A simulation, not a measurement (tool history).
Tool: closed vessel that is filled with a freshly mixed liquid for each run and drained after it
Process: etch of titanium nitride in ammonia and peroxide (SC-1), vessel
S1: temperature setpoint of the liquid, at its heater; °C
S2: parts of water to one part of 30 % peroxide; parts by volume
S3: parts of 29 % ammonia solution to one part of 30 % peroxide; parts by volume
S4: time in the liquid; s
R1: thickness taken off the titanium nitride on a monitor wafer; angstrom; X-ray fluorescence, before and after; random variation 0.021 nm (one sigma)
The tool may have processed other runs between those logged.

run 1 day=0 | S1=56 S2=13 S3=0.4 S4=255 | R1=179.46
run 2 day=0.188 | S1=61.5 S2=13 S3=0.4 S4=255 | R1=259.25
run 3 day=0.379 | S1=58 S2=13 S3=0.4 S4=255 | R1=205.74
run 4 day=0.675 | S1=58 S2=13 S3=0.45 S4=255 | R1=209.58
run 5 day=0.904 | S1=63 S2=13 S3=0.45 S4=255 | R1=290.12
run 6 day=1.012 | S1=56.5 S2=13 S3=0.45 S4=255 | R1=190.24
run 7 day=1.154 | S1=54 S2=13 S3=0.45 S4=255 | R1=160.48
run 8 day=1.338 | S1=46 S2=13 S3=0.45 S4=255 | R1=92.444
run 9 day=1.612 | S1=45 S2=13 S3=0.45 S4=255 | R1=86.002

Run 10 comes next. What will it give?
run 10 day=1.896 | S1=44.5 S2=13 S3=0.45 S4=255 | R1=?

Run 10 came out at R1 82.48 angstrom.
